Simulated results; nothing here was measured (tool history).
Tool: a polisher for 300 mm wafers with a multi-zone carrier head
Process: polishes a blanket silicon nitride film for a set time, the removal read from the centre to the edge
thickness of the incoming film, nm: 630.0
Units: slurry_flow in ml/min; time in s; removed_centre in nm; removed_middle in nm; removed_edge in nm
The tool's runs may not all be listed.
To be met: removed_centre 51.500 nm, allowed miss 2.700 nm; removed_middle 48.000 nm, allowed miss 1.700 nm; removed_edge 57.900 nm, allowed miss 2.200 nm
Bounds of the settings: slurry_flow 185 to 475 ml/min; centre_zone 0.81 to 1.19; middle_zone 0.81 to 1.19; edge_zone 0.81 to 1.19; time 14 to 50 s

run  hour  slurry_flow  centre_zone  middle_zone  edge_zone  time  removed_centre  removed_middle  removed_edge
  1   0.0          305         1.00         1.00       1.00    32          60.395          59.254        58.255
  2   9.0          305         1.00         1.00       1.00    35          68.189          65.902        63.112
  3  17.4          305         0.94         1.00       1.00    35          62.348          65.812        62.778
  4  25.6          300         0.93         0.96       1.02    34          60.629          61.570        62.228
  5  32.0          365         0.93         0.96       1.02    34          62.275          63.069        63.135
  6  39.0          330         0.93         0.96       1.02    34          61.542          62.270        62.744
  7  45.9          330         0.93         0.96       1.02    34          59.798          62.034        63.077
     52.2  -- edge zone pressure recalibrated
  8  52.2          325         0.93         0.93       1.02    33          58.641          58.224        64.164
  9  54.1          325         0.94         0.93       1.02    32          57.759          57.244        61.713
 10  59.0          325         0.94         0.92       1.01    31          55.382          55.897        59.153
 11  65.3          320         0.95         0.90       1.01    30          55.309          51.106        57.314
 12  68.0          315         0.94         0.89       1.01    30          53.561          51.298        58.604
 13  72.6          310         0.94         0.88       1.01    30          53.772          51.078        57.026
 14  81.5          310         0.94         0.88       1.01    30          53.893          49.817        57.778
 15  83.1          305         0.93         0.88       1.01    30          54.033          50.069        57.340
 16  86.5          305         0.92         0.87       1.01    30          51.582          49.779        58.180

Which of these 4 next moves meets every target?
  A  89.9          290         0.88         0.90       1.02    30               ?               ?             ?
  B  89.9          295         0.84         0.81       1.10    31               ?               ?             ?
  C  89.9          235         0.81         0.82       1.08    32               ?               ?             ?
  D  89.9          280         0.92         0.85       1.07    30               ?               ?             ?

move  removed_centre  removed_middle  removed_edge
   A          49.857          51.321        56.389
   B          49.956          48.722        60.449
   C          48.800          49.432        60.602
   D          51.200          48.756        57.483
A: further off than the last run
B: brings the result that was furthest off to its target, and leaves another outside
C: brings the result that was furthest off to its target, and leaves another outside
D: meets every target
The right move is D.
